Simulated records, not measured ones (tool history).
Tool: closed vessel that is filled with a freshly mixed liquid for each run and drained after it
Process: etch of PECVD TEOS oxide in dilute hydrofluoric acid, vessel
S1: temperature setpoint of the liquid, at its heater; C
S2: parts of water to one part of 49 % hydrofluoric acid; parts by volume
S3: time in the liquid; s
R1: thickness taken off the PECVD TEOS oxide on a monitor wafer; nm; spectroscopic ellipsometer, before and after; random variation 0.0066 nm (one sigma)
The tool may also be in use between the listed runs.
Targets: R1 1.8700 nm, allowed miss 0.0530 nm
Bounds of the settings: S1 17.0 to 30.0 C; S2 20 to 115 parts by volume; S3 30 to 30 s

run	hour	S1	S2	S3	R1
1	0.0	22.0	65	30	3.8737
2	6.9	20.5	75	30	3.1375
3	10.0	20.5	95	30	2.4060
4	11.3	20.5	75	30	3.1399
5	17.4	24.0	75	30	3.6148
6	24.5	27.0	75	30	4.0933
7	33.3	23.0	100	30	2.5245
8	36.6	21.5	100	30	2.3773
9	43.1	20.5	100	30	2.2682
10	44.5	19.5	100	30	2.1962
11	48.1	19.0	100	30	2.1466
12	57.1	18.5	100	30	2.0998
13	65.1	18.0	100	30	2.0556

4 next moves are on the table. One of them brings every result within its allowed miss. Which?
A	73.1	17.0	100	30	?
B	73.1	19.0	105	30	?
C	73.1	17.0	105	30	?
D	73.1	18.5	105	30	?

move	R1
A	1.9808
B	2.0400
C	1.8768
D	1.9982
A: nearer than the last run, and not there yet
B: nearer than the last run, and not there yet
C: meets every target
D: nearer than the last run, and not there yet
Move C is the one to make.
